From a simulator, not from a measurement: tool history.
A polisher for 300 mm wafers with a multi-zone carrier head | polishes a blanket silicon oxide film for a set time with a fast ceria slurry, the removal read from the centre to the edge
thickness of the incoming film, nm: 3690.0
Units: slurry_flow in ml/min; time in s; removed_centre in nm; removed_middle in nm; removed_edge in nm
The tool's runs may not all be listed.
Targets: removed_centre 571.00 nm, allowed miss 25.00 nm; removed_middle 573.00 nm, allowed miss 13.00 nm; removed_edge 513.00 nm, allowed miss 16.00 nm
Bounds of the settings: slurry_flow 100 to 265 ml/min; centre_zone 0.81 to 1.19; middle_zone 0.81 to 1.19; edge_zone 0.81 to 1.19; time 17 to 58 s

run	hour	slurry_flow	centre_zone	middle_zone	edge_zone	time	removed_centre	removed_middle	removed_edge
1	0.0	170	1.00	1.00	1.00	37	607.38	611.15	626.61
2	7.9	205	1.00	1.00	1.00	37	617.41	621.65	626.61
3	16.7	205	1.00	1.00	1.05	37	618.95	622.04	641.29
4	22.8	215	1.01	1.01	1.00	35	596.55	593.57	595.81
5	27.4	190	1.01	1.01	1.00	35	594.56	594.22	592.15
6	33.5	190	1.01	0.94	1.00	35	586.84	544.53	585.05
7	38.6	200	1.02	0.97	0.96	34	589.15	553.38	561.27
8	43.8	205	1.01	0.99	0.92	34	581.55	574.10	556.84
9	45.5	205	1.01	1.00	0.89	34	576.43	565.91	547.43
10	49.3	210	1.02	1.02	0.87	34	571.02	584.99	547.79
11	52.6	210	1.02	1.02	0.87	34	585.43	580.91	541.85
12	56.8	210	1.02	1.03	0.85	34	581.58	592.78	532.73
13	59.5	205	1.02	1.03	0.84	34	584.23	588.70	526.94

Which of these 4 next moves meets every target?
A	62.2	250	1.01	1.01	0.81	33	?	?	?
B	62.2	230	1.07	1.07	0.95	33	?	?	?
C	62.2	225	1.02	0.96	0.81	35	?	?	?
D	62.2	200	0.92	1.04	0.86	35	?	?	?

move	removed_centre	removed_middle	removed_edge
A	559.21	572.61	519.42
B	582.17	596.42	554.66
C	591.25	576.13	547.23
D	536.07	609.58	556.58
A: meets every target
B: further off than the last run
C: brings the result that was furthest off to its target, and leaves another outside
D: further off than the last run
The right move is A.
